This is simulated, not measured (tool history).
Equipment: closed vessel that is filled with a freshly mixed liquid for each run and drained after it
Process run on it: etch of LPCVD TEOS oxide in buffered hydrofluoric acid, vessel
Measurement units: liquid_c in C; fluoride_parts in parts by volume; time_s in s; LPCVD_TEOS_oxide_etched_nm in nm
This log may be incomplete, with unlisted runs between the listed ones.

Run 1, hour 0: liquid_c 21 C, fluoride_parts 7 parts by volume, time_s 100 s. Result: LPCVD_TEOS_oxide_etched_nm 619.38 nm.
Run 2, hour 5.6: liquid_c 22.5 C, fluoride_parts 7 parts by volume, time_s 100 s. Result: LPCVD_TEOS_oxide_etched_nm 678.12 nm.
Run 3, hour 12.9: liquid_c 22.5 C, fluoride_parts 7 parts by volume, time_s 100 s. Result: LPCVD_TEOS_oxide_etched_nm 680.89 nm.
Run 4, hour 20.6: liquid_c 22.5 C, fluoride_parts 7 parts by volume, time_s 100 s. Result: LPCVD_TEOS_oxide_etched_nm 675.52 nm.
Run 5, hour 29.6: liquid_c 24 C, fluoride_parts 7 parts by volume, time_s 100 s. Result: LPCVD_TEOS_oxide_etched_nm 736.7 nm.
Run 6, hour 30.5: liquid_c 25 C, fluoride_parts 7 parts by volume, time_s 100 s. Result: LPCVD_TEOS_oxide_etched_nm 775.59 nm.
Run 7, hour 39.5: liquid_c 26 C, fluoride_parts 7 parts by volume, time_s 100 s. Result: LPCVD_TEOS_oxide_etched_nm 819.59 nm.
Run 8, hour 42.1: liquid_c 26.5 C, fluoride_parts 7 parts by volume, time_s 100 s. Result: LPCVD_TEOS_oxide_etched_nm 847.65 nm.
Run 9, hour 48.9: liquid_c 27 C, fluoride_parts 7 parts by volume, time_s 100 s. Result: LPCVD_TEOS_oxide_etched_nm 862.01 nm.
Run 10, hour 53.9: liquid_c 27.5 C, fluoride_parts 7 parts by volume, time_s 100 s. Result: LPCVD_TEOS_oxide_etched_nm 892.72 nm.
Run 11, hour 60.3: liquid_c 28 C, fluoride_parts 7 parts by volume, time_s 100 s. Result: LPCVD_TEOS_oxide_etched_nm 908.95 nm.

Predict the results of run 12:
Run 12, hour 68.4: liquid_c 28.5 C, fluoride_parts 6.5 parts by volume, time_s 100 s. Result: LPCVD_TEOS_oxide_etched_nm ?.

LPCVD_TEOS_oxide_etched_nm: 1002.1 nm

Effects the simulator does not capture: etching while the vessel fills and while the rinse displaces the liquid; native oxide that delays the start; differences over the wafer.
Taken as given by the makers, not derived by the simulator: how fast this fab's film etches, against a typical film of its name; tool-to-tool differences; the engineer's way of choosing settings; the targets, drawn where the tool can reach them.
